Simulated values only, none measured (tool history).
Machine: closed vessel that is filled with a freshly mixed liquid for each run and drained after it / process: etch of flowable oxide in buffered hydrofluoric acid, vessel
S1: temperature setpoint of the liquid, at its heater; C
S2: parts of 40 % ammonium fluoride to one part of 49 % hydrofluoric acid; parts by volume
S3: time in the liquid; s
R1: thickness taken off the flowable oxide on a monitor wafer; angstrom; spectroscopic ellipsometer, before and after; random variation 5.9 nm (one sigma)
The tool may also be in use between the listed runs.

run  hour    S1    S2  S3      R1
  1   0.0  24.0   8.5  95  4534.9
  2   4.7  26.5   8.5  95  5167.7
  3  13.2  27.5   8.5  95  5494.9
  4  21.9  27.5  10.5  95  4620.3
  5  23.1  29.0  10.5  95  4955.2
  6  28.6  29.0  12.0  95  4365.0

For run 7, what comes out?
  7  33.7  30.0  11.5  95   ?

Run 7 measured R1 4830.4 angstrom.
